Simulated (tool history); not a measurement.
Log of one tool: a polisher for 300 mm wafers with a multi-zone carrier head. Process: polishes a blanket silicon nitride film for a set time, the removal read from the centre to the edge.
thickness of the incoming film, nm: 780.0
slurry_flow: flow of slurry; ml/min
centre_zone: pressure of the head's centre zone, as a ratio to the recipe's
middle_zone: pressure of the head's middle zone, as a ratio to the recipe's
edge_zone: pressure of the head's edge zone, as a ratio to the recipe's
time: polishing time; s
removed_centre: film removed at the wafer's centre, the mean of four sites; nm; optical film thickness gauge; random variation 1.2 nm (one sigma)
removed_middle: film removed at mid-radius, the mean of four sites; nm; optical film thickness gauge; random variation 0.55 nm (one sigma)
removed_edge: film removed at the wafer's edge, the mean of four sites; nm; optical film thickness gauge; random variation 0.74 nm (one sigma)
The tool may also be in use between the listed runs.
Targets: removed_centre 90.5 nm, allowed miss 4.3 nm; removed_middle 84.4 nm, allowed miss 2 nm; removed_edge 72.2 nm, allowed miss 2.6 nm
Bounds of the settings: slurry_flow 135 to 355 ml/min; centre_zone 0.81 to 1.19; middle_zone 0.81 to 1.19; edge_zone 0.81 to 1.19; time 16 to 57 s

run  hour  slurry_flow  centre_zone  middle_zone  edge_zone  time  removed_centre  removed_middle  removed_edge
  1     0          225            1            1          1    36          74.642          75.325        74.441
  2   5.5          235         1.02         1.01       0.99    36          74.137          75.782        74.216
  3  13.8          235         1.02         1.01       0.99    33          69.618          68.224        69.744
  4    21          235         1.02         1.01       0.99    36          75.237          75.022        74.195
  5  24.7          235         1.04         1.03       0.97    36          75.742          76.524        74.435
  6  27.2          200         1.04         1.03       0.97    36          75.213          75.427        72.802
  7  27.9          190         1.06         1.04       0.95    36          75.888          75.145        71.272
  8  36.5          190         1.08         1.05       0.93    36          77.297          75.521        72.159
  9  41.7          185         1.09         1.06       0.91    36          77.924          75.949        70.319

4 next moves are on the table. One of them brings every result within its allowed miss. Which?
  A  46.9          140         1.18         1.15       0.81    40               ?               ?             ?
  B  46.9          200            1          1.1       0.94    40               ?               ?             ?
  C  46.9          160         1.19         1.12       0.82    39               ?               ?             ?
  D  46.9          165         1.14         1.06        0.9    40               ?               ?             ?

move  removed_centre  removed_middle  removed_edge
   A          90.385          88.621        71.908
   B          80.518          89.377        79.754
   C          90.699          86.013        71.468
   D          89.456          84.512        76.805
A: takes the result that was furthest off past its target
B: takes the result that was furthest off past its target
C: meets every target
D: brings the result that was furthest off to its target, and leaves another outside
Answer: C
